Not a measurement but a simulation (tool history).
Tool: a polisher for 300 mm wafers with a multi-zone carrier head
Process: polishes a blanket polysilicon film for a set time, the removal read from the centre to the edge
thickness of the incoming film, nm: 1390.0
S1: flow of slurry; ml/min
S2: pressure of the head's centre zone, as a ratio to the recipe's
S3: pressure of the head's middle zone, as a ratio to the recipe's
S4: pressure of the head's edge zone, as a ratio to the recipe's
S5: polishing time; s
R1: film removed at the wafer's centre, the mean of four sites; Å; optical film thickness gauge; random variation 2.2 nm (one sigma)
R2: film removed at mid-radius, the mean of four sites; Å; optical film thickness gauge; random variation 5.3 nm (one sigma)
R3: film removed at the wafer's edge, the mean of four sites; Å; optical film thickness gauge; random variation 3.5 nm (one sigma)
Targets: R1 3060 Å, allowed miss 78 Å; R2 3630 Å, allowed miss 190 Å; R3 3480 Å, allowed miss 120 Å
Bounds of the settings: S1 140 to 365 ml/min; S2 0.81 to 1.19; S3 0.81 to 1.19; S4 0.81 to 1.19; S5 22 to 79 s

| run | day | S1 | S2 | S3 | S4 | S5 | R1 | R2 | R3 |
|---|---|---|---|---|---|---|---|---|---|
| 1 | 0 | 235 | 1 | 1 | 1 | 50 | 2841.2 | 2955.7 | 2958.6 |
| 2 | 0.15 | 235 | 0.93 | 1 | 1 | 50 | 2681.5 | 3014.9 | 2952.1 |
| 3 | 0.179 | 235 | 0.86 | 1 | 1 | 50 | 2533.5 | 2855.7 | 2959.6 |
| 4 | 0.342 | 245 | 0.88 | 1.02 | 1.03 | 51 | 2643.7 | 3074.9 | 3026.6 |
| 5 | 0.667 | 245 | 0.88 | 1.02 | 1.03 | 46 | 2377.1 | 2789.1 | 2713.3 |
| 6 | 0.792 | 210 | 0.88 | 1.02 | 1.03 | 46 | 2343.8 | 2765 | 2666.5 |
| 7 | 0.85 | 210 | 0.88 | 1.02 | 1.03 | 46 | 2309 | 2710.2 | 2684.7 |
| 8 | 1.112 | 215 | 0.89 | 1.03 | 1.05 | 48 | 2469 | 2812.7 | 2855.9 |
| 9 | 1.212 | 225 | 0.9 | 1.06 | 1.07 | 50 | 2574.9 | 2949 | 2970.8 |
| 10 | 1.312 | 240 | 0.9 | 1.08 | 1.07 | 52 | 2717.1 | 3186.1 | 3116.6 |
| 11 | 1.683 | 250 | 0.91 | 1.09 | 1.08 | 53 | 2822.2 | 3398.4 | 3156.2 |
| 12 | 1.758 | 260 | 0.91 | 1.09 | 1.1 | 54 | 2886.1 | 3350.5 | 3299.9 |

5 next moves are on the table. One of them brings every result within its allowed miss. Which?
| A | 1.833 | 210 | 0.9 | 0.94 | 1.15 | 52 | ? | ? | ? |
| B | 1.833 | 270 | 0.99 | 1.1 | 1.09 | 56 | ? | ? | ? |
| C | 1.833 | 260 | 0.92 | 1.11 | 1.09 | 57 | ? | ? | ? |
| D | 1.833 | 340 | 1.04 | 1.17 | 1.05 | 52 | ? | ? | ? |
| E | 1.833 | 230 | 1.05 | 1.16 | 1 | 56 | ? | ? | ? |

| move | R1 | R2 | R3 |
|---|---|---|---|
| A | 2667.9 | 2921.9 | 3225.8 |
| B | 3220 | 3643.9 | 3460.5 |
| C | 3077.1 | 3718.3 | 3510.1 |
| D | 3193.8 | 3625.5 | 3208.4 |
| E | 3301.8 | 3713.6 | 3263.8 |
A: further off than the last run
B: takes the result that was furthest off past its target
C: meets every target
D: takes the result that was furthest off past its target
E: takes the result that was furthest off past its target
Answer: C

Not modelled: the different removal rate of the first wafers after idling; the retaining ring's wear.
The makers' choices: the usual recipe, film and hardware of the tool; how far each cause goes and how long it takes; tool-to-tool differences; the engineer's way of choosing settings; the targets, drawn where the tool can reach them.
